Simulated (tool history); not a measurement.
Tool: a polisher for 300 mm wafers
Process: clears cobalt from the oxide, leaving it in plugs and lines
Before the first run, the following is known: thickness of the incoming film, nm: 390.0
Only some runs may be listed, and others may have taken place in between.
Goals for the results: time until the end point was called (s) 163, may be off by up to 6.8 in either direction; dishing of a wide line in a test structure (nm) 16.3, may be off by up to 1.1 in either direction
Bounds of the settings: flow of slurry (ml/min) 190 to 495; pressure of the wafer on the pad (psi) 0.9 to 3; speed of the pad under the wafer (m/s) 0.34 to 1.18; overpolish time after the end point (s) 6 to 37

run,hour,flow of slurry (ml/min),pressure of the wafer on the pad (psi),speed of the pad under the wafer (m/s),overpolish time after the end point (s),time until the end point was called (s),dishing of a wide line in a test structure (nm)
1,0,320,1.9,0.76,19,93.129,16.477
2,0.9,320,1.9,0.66,19,97.712,16.329
3,8.6,320,1.9,0.66,11,100.41,15.365
4,10.9,320,1.6,0.66,11,116.31,14.854
5,16.6,320,1.3,0.66,11,143.03,14.338
6,25.2,320,1.3,0.5,11,167.11,12.841
7,27.9,300,1.2,0.56,19,172.07,15.448
8,32.3,295,1.2,0.56,20,171.11,16.027
# hour 35: slurry nozzle cleaned
9,35,295,1.3,0.56,21,151.79,16.356

Pick the move, out of 4, that brings all results within their allowed miss; only one does.
A,37.7,200,1.4,0.46,20,?,?
B,37.7,310,1.5,0.6,18,?,?
C,37.7,300,1.4,0.52,17,?,?
D,37.7,190,1.3,0.64,33,?,?

move,time until the end point was called (s),dishing of a wide line in a test structure (nm)
A,165.41,15.956
B,130.52,16.175
C,150.75,15.722
D,150.23,17
A: hits every target within its allowed miss
B: lands further from the targets than the last run did
C: lands further from the targets than the last run did
D: lands further from the targets than the last run did
So the answer is move A, the one that meets all the targets.

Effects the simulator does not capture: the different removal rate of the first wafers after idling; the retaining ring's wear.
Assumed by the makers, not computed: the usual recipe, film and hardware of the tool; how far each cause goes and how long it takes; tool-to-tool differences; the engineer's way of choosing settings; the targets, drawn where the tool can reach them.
